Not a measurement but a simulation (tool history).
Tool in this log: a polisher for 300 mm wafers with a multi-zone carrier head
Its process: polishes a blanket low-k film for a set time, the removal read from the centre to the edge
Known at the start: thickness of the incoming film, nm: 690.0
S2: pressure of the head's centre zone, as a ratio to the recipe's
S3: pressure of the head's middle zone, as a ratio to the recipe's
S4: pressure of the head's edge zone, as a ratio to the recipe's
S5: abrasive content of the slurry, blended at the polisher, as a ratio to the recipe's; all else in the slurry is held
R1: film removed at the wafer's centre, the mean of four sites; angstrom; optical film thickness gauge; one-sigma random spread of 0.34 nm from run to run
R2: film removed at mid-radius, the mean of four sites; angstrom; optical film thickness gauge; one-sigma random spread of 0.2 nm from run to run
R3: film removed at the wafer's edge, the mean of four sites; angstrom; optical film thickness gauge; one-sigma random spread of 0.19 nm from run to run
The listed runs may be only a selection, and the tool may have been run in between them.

{"run": 1, "day": 0.0, "flow of slurry (ml/min)": 210, "S2": 1.0, "S3": 1.0, "S4": 1.0, "S5": 1.0, "polishing time (s)": 53, "R1": 206.48, "R2": 200.34, "R3": 205.93}
{"run": 2, "day": 0.25, "flow of slurry (ml/min)": 240, "S2": 1.0, "S3": 1.0, "S4": 1.0, "S5": 1.0, "polishing time (s)": 53, "R1": 210.11, "R2": 206.8, "R3": 207.97}
{"run": 3, "day": 0.388, "flow of slurry (ml/min)": 245, "S2": 1.02, "S3": 0.99, "S4": 1.03, "S5": 1.05, "polishing time (s)": 53, "R1": 222.07, "R2": 207.63, "R3": 216.24}
{"run": 4, "day": 0.604, "flow of slurry (ml/min)": 245, "S2": 1.02, "S3": 0.96, "S4": 1.03, "S5": 1.05, "polishing time (s)": 53, "R1": 222.91, "R2": 203.81, "R3": 216.51}
{"run": 5, "day": 0.825, "flow of slurry (ml/min)": 215, "S2": 1.02, "S3": 0.96, "S4": 1.03, "S5": 1.05, "polishing time (s)": 53, "R1": 208.97, "R2": 198.77, "R3": 212.92}
{"run": 6, "day": 1.142, "flow of slurry (ml/min)": 270, "S2": 1.02, "S3": 0.96, "S4": 1.03, "S5": 1.05, "polishing time (s)": 53, "R1": 226.85, "R2": 204.4, "R3": 216.94}
{"run": 7, "day": 1.217, "flow of slurry (ml/min)": 270, "S2": 1.03, "S3": 0.96, "S4": 1.06, "S5": 1.1, "polishing time (s)": 53, "R1": 231.77, "R2": 207.27, "R3": 223.42}

The next listed run, before its measurement:
{"run": 8, "day": 1.433, "flow of slurry (ml/min)": 275, "S2": 1.04, "S3": 0.96, "S4": 1.08, "S5": 1.15, "polishing time (s)": 53, "R1": "?", "R2": "?", "R3": "?"}

{"run 8": {"R1": 232.18, "R2": 212.71, "R3": 232.19}}
